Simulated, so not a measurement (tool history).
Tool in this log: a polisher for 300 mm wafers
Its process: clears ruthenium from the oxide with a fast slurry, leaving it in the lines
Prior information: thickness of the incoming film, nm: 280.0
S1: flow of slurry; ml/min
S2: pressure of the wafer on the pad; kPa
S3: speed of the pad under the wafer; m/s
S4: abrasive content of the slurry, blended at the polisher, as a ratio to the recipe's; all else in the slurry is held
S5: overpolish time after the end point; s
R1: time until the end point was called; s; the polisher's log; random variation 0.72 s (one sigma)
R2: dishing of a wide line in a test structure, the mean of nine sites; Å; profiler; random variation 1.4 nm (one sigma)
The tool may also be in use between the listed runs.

{"run": 1, "hour": 0.0, "S1": 195, "S2": 19.3, "S3": 1.14, "S4": 1.0, "S5": 27, "R1": 51.325, "R2": 952.44}
{"run": 2, "hour": 4.6, "S1": 190, "S2": 16.5, "S3": 1.14, "S4": 1.0, "S5": 27, "R1": 58.378, "R2": 900.69}
{"run": 3, "hour": 8.0, "S1": 190, "S2": 14.5, "S3": 1.14, "S4": 1.0, "S5": 26, "R1": 65.974, "R2": 783.1}
{"run": 4, "hour": 16.5, "S1": 185, "S2": 13.1, "S3": 1.14, "S4": 1.0, "S5": 26, "R1": 74.207, "R2": 750.33}
{"run": 5, "hour": 19.8, "S1": 175, "S2": 12.4, "S3": 1.14, "S4": 1.0, "S5": 25, "R1": 78.17, "R2": 660.77}
{"run": 6, "hour": 20.9, "S1": 165, "S2": 12.4, "S3": 1.14, "S4": 1.0, "S5": 26, "R1": 78.847, "R2": 693.78}
{"run": 7, "hour": 28.1, "S1": 150, "S2": 11.0, "S3": 1.14, "S4": 1.0, "S5": 25, "R1": 91.518, "R2": 624.35}
{"run": 8, "hour": 28.9, "S1": 155, "S2": 11.0, "S3": 1.14, "S4": 1.0, "S5": 25, "R1": 91.664, "R2": 580.32}
{"run": 9, "hour": 37.5, "S1": 160, "S2": 11.0, "S3": 1.14, "S4": 1.0, "S5": 25, "R1": 89.07, "R2": 616.19}
{"hour": 41.8, "done": "head pressure recalibrated"}
{"run": 10, "hour": 41.8, "S1": 165, "S2": 11.0, "S3": 1.14, "S4": 1.0, "S5": 25, "R1": 94.751, "R2": 570.53}
{"run": 11, "hour": 47.6, "S1": 170, "S2": 11.0, "S3": 1.14, "S4": 1.0, "S5": 25, "R1": 94.07, "R2": 573.19}

Run 12 is up next; what results do you expect?
{"run": 12, "hour": 52.5, "S1": 215, "S2": 12.4, "S3": 1.14, "S4": 1.0, "S5": 28, "R1": "?", "R2": "?"}

R1: 81.507 s
R2: 738.65 Å
